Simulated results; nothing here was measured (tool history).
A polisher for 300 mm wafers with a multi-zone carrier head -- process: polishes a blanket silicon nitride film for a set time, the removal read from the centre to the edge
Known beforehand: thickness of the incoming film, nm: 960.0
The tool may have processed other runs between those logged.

run  hour  flow of slurry (ml/min)  pressure of the head's centre zone  pressure of the head's middle zone  pressure of the head's edge zone  polishing time (s)  film removed at the wafer's centre (nm)  film removed at mid-radius (nm)  film removed at the wafer's edge (nm)
  1     0                      130                                   1                                   1                                 1                  56                                   168.48                           163.82                                 162.31
  2   4.8                      130                                   1                                   1                                 1                  62                                    187.5                           179.25                                 180.28
  3  12.3                      140                                   1                                   1                              1.04                  63                                   194.31                           185.35                                  187.8
  4  21.2                      155                                   1                                   1                              1.04                  63                                   197.24                           182.62                                  187.1
  5  25.9                      155                                   1                                1.05                              1.04                  63                                   198.12                           198.83                                 189.64
     28.9  -- centre zone pressure recalibrated
  6  28.9                      155                                   1                                1.05                              1.11                  63                                    179.1                           200.82                                 196.08

Estimate the outcome of run 7 from the log above:
  7  36.3                      160                                1.03                                1.03                              1.13                  65                                        ?                                ?                                      ?

{"run 7": {"film removed at the wafer's centre (nm)": 192.03, "film removed at mid-radius (nm)": 196.25, "film removed at the wafer's edge (nm)": 207.03}}
